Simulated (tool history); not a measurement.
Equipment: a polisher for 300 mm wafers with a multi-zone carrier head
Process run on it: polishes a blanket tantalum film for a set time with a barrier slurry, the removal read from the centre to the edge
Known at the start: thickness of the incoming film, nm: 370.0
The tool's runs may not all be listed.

run,day,flow of slurry (ml/min),pressure of the head's centre zone,pressure of the head's middle zone,pressure of the head's edge zone,abrasive content of the slurry,polishing time (s),film removed at the wafer's centre (nm),film removed at mid-radius (nm),film removed at the wafer's edge (nm)
1,0.000,145,1.00,1.00,1.00,1.00,51,101.830,104.73,103.18
2,0.075,145,1.00,1.00,1.00,1.00,59,118.880,120.84,117.51
3,0.238,145,0.92,1.00,1.00,1.00,59,110.130,121.70,122.29
4,0.454,145,0.92,1.07,1.00,1.00,59,111.900,124.46,120.98
5,0.733,145,0.92,1.07,1.06,1.00,59,109.520,125.86,118.01
6,0.867,140,0.91,1.07,1.07,1.00,59,108.050,123.84,124.79
7,1.042,140,0.90,1.08,1.06,0.95,59,105.110,122.47,121.60
8,1.321,140,0.90,1.09,1.06,0.90,59,104.530,122.04,117.71
9,1.425,140,0.90,1.09,1.06,0.85,59,101.970,122.39,120.01

Forecast run 10:
10,1.696,135,0.92,1.12,1.03,0.70,57,?,?,?

Run 10 came out at film removed at the wafer's centre (nm) 95.387, film removed at mid-radius (nm) 111.27, film removed at the wafer's edge (nm) 104.45.
